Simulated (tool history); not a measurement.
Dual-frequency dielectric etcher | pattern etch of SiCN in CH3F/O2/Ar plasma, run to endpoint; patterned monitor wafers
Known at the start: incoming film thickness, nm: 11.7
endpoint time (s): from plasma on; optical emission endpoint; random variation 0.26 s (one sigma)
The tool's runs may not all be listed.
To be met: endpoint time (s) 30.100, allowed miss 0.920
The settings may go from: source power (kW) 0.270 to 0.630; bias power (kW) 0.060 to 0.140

run  hour  source power (kW)  bias power (kW)  endpoint time (s)
  1   0.0              0.450            0.100             24.030
  2   3.9              0.420            0.094             25.928
  3  11.9              0.400            0.093             25.812
  4  17.5              0.400            0.075             28.127
  5  19.3              0.470            0.075             26.605
  6  24.1              0.450            0.073             27.670
  7  27.0              0.440            0.071             26.994
  8  33.3              0.420            0.069             28.299
  9  39.0              0.410            0.068             28.887

4 next moves are on the table. One of them brings every result within its allowed miss. Which?
  A  44.7              0.420            0.072                  ?
  B  44.7              0.450            0.069                  ?
  C  44.7              0.480            0.061                  ?
  D  44.7              0.420            0.060                  ?

move  endpoint time (s)
   A             27.831
   B             27.345
   C             27.598
   D             29.474
A: further off than the last run
B: further off than the last run
C: further off than the last run
D: meets every target
Answer: D

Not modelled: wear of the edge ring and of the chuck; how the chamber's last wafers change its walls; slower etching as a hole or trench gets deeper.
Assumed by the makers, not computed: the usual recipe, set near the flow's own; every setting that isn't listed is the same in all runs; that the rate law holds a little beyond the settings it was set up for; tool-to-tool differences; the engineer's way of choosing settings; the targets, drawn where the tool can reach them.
